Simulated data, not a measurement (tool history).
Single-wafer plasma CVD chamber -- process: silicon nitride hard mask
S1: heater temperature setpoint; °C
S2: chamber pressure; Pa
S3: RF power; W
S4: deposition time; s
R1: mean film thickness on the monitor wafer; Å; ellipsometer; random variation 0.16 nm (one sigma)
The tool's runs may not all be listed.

run	hour	S1	S2	S3	S4	R1
1	0	380	257	310	51.8	621.75
2	1.8	380	245	295	51.6	582.16
3	5.1	380	232	290	51.5	564.99
4	6.2	380	221	285	51.5	547.95
5	11.3	372	221	285	51.5	549.2
6	16.6	372	245	285	51.5	568.55

Estimate the outcome of run 7 from the log above:
7	18	372	232	280	51.5	?

R1: 548.94 Å
